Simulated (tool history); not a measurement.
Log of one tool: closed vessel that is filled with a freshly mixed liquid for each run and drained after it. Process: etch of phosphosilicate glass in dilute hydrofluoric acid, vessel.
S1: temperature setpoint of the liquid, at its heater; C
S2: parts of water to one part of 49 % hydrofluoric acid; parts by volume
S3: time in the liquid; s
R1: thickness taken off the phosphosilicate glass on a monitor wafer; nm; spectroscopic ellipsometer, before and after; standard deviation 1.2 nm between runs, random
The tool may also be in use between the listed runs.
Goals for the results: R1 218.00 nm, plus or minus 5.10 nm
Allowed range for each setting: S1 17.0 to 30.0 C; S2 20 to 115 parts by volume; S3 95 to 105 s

Run 1, hour 0.0: S1 22.0 C, S2 65 parts by volume, S3 95 s. Result: R1 245.02 nm.
Run 2, hour 4.3: S1 21.5 C, S2 65 parts by volume, S3 95 s. Result: R1 244.58 nm.
Run 3, hour 10.7: S1 23.0 C, S2 65 parts by volume, S3 95 s. Result: R1 255.57 nm.
Run 4, hour 17.6: S1 24.5 C, S2 65 parts by volume, S3 95 s. Result: R1 273.52 nm.
Run 5, hour 21.9: S1 24.5 C, S2 50 parts by volume, S3 95 s. Result: R1 362.94 nm.
At hour 27.9: hydrofluoric acid flow meter replaced.
Run 6, hour 27.9: S1 24.5 C, S2 50 parts by volume, S3 95 s. Result: R1 383.08 nm.
Run 7, hour 33.4: S1 23.0 C, S2 50 parts by volume, S3 95 s. Result: R1 359.26 nm.
Run 8, hour 39.4: S1 22.0 C, S2 55 parts by volume, S3 95 s. Result: R1 314.51 nm.
Run 9, hour 47.2: S1 22.0 C, S2 55 parts by volume, S3 95 s. Result: R1 309.21 nm.
Run 10, hour 51.1: S1 21.0 C, S2 55 parts by volume, S3 95 s. Result: R1 295.47 nm.
Run 11, hour 56.0: S1 20.0 C, S2 55 parts by volume, S3 95 s. Result: R1 288.06 nm.

Consider the 4 candidate settings below. Which is the only one whose results all fall within their allowed miss of target?
Run A, hour 60.9: S1 18.0 C, S2 65 parts by volume, S3 95 s. Result: R1 ?.
Run B, hour 60.9: S1 17.0 C, S2 60 parts by volume, S3 95 s. Result: R1 ?.
Run C, hour 60.9: S1 19.5 C, S2 40 parts by volume, S3 105 s. Result: R1 ?.
Run D, hour 60.9: S1 21.5 C, S2 70 parts by volume, S3 95 s. Result: R1 ?.

move      R1
   A  220.08
   B  229.67
   C  433.91
   D  235.39
A: every result lands within tolerance
B: an improvement on the last run, though not all results are within tolerance
C: the biggest miss grows against the last run
D: an improvement on the last run, though not all results are within tolerance
The right move is A.
